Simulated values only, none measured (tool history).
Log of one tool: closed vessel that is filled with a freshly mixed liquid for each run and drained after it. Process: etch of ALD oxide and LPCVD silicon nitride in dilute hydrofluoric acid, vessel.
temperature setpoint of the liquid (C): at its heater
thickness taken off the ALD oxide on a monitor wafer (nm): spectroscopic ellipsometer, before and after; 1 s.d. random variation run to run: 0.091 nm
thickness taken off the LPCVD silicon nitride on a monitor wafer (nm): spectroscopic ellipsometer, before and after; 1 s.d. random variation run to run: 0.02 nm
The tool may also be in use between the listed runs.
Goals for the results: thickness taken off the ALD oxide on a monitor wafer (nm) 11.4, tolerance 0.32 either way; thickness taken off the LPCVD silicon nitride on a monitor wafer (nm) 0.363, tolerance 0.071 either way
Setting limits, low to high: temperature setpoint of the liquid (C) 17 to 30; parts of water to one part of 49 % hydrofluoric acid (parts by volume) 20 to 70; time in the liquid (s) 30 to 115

run,hour,temperature setpoint of the liquid (C),parts of water to one part of 49 % hydrofluoric acid (parts by volume),time in the liquid (s),thickness taken off the ALD oxide on a monitor wafer (nm),thickness taken off the LPCVD silicon nitride on a monitor wafer (nm)
1,0,22,40,60,17.355,0.64111
2,1.6,22,40,75,21.799,0.81887
3,9.3,25.5,40,75,24.722,0.94831
4,13.6,24,45,75,20.751,0.83262
5,20.1,23,45,75,19.505,0.74294
6,28.7,23,45,85,22.378,0.8557
7,36.1,22,45,85,21.512,0.80443
8,44.9,18,60,85,13.117,0.46684
9,53.9,17.5,60,85,13.119,0.44934
10,57,17,65,85,11.929,0.35212
11,65,17.5,65,85,12.022,0.43753
12,73.6,17,65,85,11.604,0.4198
13,75.9,17.5,65,85,11.984,0.42429
14,77.4,17,65,85,11.785,0.42418
# hour 80.6: thermometer replaced
15,80.6,17,65,80,10.231,0.3103
16,84.8,17.5,65,80,10.522,0.32162
17,85.7,18,65,80,10.52,0.33127
18,91.3,18.5,65,80,10.97,0.40583
19,92.1,17.5,65,80,10.436,0.33718
20,95.8,18,65,80,10.626,0.34556

Which of these 4 next moves meets every target?
A,99.5,17,35,50,?,?
B,99.5,17.5,35,45,?,?
C,99.5,17,60,70,?,?
D,99.5,17,65,95,?,?

move,thickness taken off the ALD oxide on a monitor wafer (nm),thickness taken off the LPCVD silicon nitride on a monitor wafer (nm)
A,12.227,0.39005
B,11.248,0.36379
C,9.7109,0.32427
D,12.099,0.40722
A: takes the result that was furthest off past its target
B: every result within its allowed miss
C: the biggest miss grows against the last run
D: takes the result that was furthest off past its target
B meets every target.
